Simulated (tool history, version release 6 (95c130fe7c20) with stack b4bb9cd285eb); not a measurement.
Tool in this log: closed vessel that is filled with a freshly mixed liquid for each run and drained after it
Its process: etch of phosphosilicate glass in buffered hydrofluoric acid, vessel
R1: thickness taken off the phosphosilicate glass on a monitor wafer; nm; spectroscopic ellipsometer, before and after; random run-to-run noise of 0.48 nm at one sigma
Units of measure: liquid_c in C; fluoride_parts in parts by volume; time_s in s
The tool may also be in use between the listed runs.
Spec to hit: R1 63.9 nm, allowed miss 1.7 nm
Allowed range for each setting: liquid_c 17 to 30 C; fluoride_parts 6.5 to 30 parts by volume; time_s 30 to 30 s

run 1 hour=0 | liquid_c=22 fluoride_parts=19.5 time_s=30 | R1=112.8
run 2 hour=5.7 | liquid_c=21 fluoride_parts=20.5 time_s=30 | R1=102.63
run 3 hour=13.5 | liquid_c=21 fluoride_parts=20.5 time_s=30 | R1=102.52
run 4 hour=14.4 | liquid_c=21 fluoride_parts=24 time_s=30 | R1=92.408
run 5 hour=19.5 | liquid_c=21 fluoride_parts=21 time_s=30 | R1=100.76
run 6 hour=24.8 | liquid_c=22.5 fluoride_parts=21 time_s=30 | R1=109.86
run 7 hour=28.5 | liquid_c=21.5 fluoride_parts=22.5 time_s=30 | R1=98.589
run 8 hour=36.2 | liquid_c=21.5 fluoride_parts=22.5 time_s=30 | R1=99.124
run 9 hour=39.4 | liquid_c=20.5 fluoride_parts=23.5 time_s=30 | R1=89.931
-- hour=44.5 thermometer replaced
run 10 hour=44.5 | liquid_c=20 fluoride_parts=24.5 time_s=30 | R1=76.876
run 11 hour=49.8 | liquid_c=19.5 fluoride_parts=24.5 time_s=30 | R1=73.034
run 12 hour=52.8 | liquid_c=18.5 fluoride_parts=24.5 time_s=30 | R1=70.053
run 13 hour=57.6 | liquid_c=18 fluoride_parts=24.5 time_s=30 | R1=68.518
run 14 hour=63.8 | liquid_c=17.5 fluoride_parts=24.5 time_s=30 | R1=66.096

Next run, 4 choices. One meets every target within its allowed miss, the rest don't. Which?
run A hour=70 | liquid_c=17 fluoride_parts=22 time_s=30 | R1=?
run B hour=70 | liquid_c=18.5 fluoride_parts=25.5 time_s=30 | R1=?
run C hour=70 | liquid_c=17 fluoride_parts=23 time_s=30 | R1=?
run D hour=70 | liquid_c=18.5 fluoride_parts=28 time_s=30 | R1=?

move=A R1=68.378
move=B R1=67.254
move=C R1=66.307
move=D R1=63.037
A: misses by more than the last run did
B: misses by more than the last run did
C: misses by more than the last run did
D: hits every target within its allowed miss
Answer: D
